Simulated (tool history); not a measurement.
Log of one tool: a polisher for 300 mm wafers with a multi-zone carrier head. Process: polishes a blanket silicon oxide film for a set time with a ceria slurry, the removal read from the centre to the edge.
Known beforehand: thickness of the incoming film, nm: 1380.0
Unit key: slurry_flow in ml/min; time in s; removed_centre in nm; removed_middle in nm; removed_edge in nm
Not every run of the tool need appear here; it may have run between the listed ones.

run 1 hour=0.0 | slurry_flow=215 centre_zone=1.00 middle_zone=1.00 edge_zone=1.00 time=78 | removed_centre=453.95 removed_middle=469.07 removed_edge=457.37
run 2 hour=4.2 | slurry_flow=215 centre_zone=1.05 middle_zone=1.00 edge_zone=1.00 time=78 | removed_centre=475.28 removed_middle=456.69 removed_edge=463.15
run 3 hour=5.2 | slurry_flow=250 centre_zone=1.05 middle_zone=1.00 edge_zone=1.00 time=78 | removed_centre=483.26 removed_middle=475.04 removed_edge=463.90
run 4 hour=8.4 | slurry_flow=250 centre_zone=1.05 middle_zone=0.93 edge_zone=1.00 time=78 | removed_centre=484.33 removed_middle=441.80 removed_edge=465.18
run 5 hour=9.6 | slurry_flow=250 centre_zone=1.05 middle_zone=0.93 edge_zone=1.06 time=78 | removed_centre=475.37 removed_middle=443.06 removed_edge=483.49
run 6 hour=10.3 | slurry_flow=250 centre_zone=1.05 middle_zone=0.98 edge_zone=1.06 time=78 | removed_centre=477.79 removed_middle=463.73 removed_edge=475.62
run 7 hour=18.9 | slurry_flow=245 centre_zone=1.02 middle_zone=0.98 edge_zone=1.06 time=77 | removed_centre=460.95 removed_middle=461.23 removed_edge=469.03
run 8 hour=22.8 | slurry_flow=240 centre_zone=0.99 middle_zone=0.98 edge_zone=1.06 time=76 | removed_centre=435.23 removed_middle=448.11 removed_edge=471.70
run 9 hour=29.4 | slurry_flow=235 centre_zone=0.97 middle_zone=0.99 edge_zone=1.05 time=75 | removed_centre=426.45 removed_middle=455.71 removed_edge=452.15
run 10 hour=33.7 | slurry_flow=230 centre_zone=0.95 middle_zone=0.99 edge_zone=1.05 time=75 | removed_centre=415.17 removed_middle=450.98 removed_edge=457.97
run 11 hour=38.7 | slurry_flow=225 centre_zone=0.93 middle_zone=0.99 edge_zone=1.04 time=75 | removed_centre=412.18 removed_middle=454.76 removed_edge=451.45

Run 12 comes next. What will it give?
run 12 hour=42.9 | slurry_flow=220 centre_zone=0.91 middle_zone=0.99 edge_zone=1.04 time=75 | removed_centre=? removed_middle=? removed_edge=?

{"run 12": {"removed_centre": 387.71, "removed_middle": 448.92, "removed_edge": 451.75}}
